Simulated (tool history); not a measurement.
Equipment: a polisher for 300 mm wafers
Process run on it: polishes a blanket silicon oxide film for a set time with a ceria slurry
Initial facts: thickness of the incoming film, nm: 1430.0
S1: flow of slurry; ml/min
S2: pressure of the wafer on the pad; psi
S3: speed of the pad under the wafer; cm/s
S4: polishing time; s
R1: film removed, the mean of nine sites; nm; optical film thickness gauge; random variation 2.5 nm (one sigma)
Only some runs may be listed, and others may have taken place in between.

run	day	S1	S2	S3	S4	R1
1	0	215	3.9	96	117	710.02
2	0.167	215	3.9	110	117	805.58
3	0.283	215	3.9	122	117	882.94
4	0.388	215	3.9	142	117	1028.7
5	0.525	215	3.9	126	117	912.71
6	0.704	210	3.5	120	117	794.72
7	0.858	210	3.2	112	117	672.17
# day 0.979: head pressure recalibrated
8	0.979	210	3	108	117	569.68
9	1.096	210	2.8	108	117	530.35
10	1.433	210	2.6	108	117	495.7
11	1.462	190	1.8	106	117	340.86
12	1.671	200	1.8	106	117	338.7
13	1.704	200	2.4	106	117	452.07
14	1.908	200	2.3	106	117	431.52
15	1.938	200	2.3	106	117	427.44

Expected results for the next run?
16	2.067	195	2.3	106	117	?

{"run 16": {"R1": 427.33}}
